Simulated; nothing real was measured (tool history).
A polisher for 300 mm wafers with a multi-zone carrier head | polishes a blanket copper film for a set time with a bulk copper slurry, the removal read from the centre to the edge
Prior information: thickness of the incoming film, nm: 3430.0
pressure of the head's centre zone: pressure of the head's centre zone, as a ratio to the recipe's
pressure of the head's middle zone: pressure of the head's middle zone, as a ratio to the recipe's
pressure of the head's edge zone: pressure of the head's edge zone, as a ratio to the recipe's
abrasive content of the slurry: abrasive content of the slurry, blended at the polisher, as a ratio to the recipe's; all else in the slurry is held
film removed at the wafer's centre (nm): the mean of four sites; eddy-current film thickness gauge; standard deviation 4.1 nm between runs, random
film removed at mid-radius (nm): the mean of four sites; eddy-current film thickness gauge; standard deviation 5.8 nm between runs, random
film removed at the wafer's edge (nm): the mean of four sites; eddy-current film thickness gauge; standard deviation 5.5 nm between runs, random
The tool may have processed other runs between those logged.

run,hour,flow of slurry (ml/min),pressure of the head's centre zone,pressure of the head's middle zone,pressure of the head's edge zone,abrasive content of the slurry,polishing time (s),film removed at the wafer's centre (nm),film removed at mid-radius (nm),film removed at the wafer's edge (nm)
1,0.0,305,1.00,1.00,1.00,1.00,57,347.25,345.24,341.40
2,1.1,305,0.96,1.04,1.04,1.15,58,354.06,382.37,373.21
3,4.6,305,0.94,1.08,1.07,1.20,58,347.11,394.65,377.06
4,12.9,305,0.92,1.10,1.09,1.30,58,340.19,411.19,389.57
5,18.4,305,0.92,1.10,1.13,1.30,58,352.40,410.61,394.72
6,23.1,310,0.91,1.12,1.14,1.35,58,339.35,431.80,409.07
7,30.8,315,0.92,1.13,1.15,1.35,58,347.96,425.20,405.73

Expected results for the next run?
# hour 32.5: worn pad replaced by a new one
8,32.5,315,0.92,1.14,1.15,1.40,58,?,?,?

film removed at the wafer's centre (nm): 378.26
film removed at mid-radius (nm): 460.49
film removed at the wafer's edge (nm): 427.40
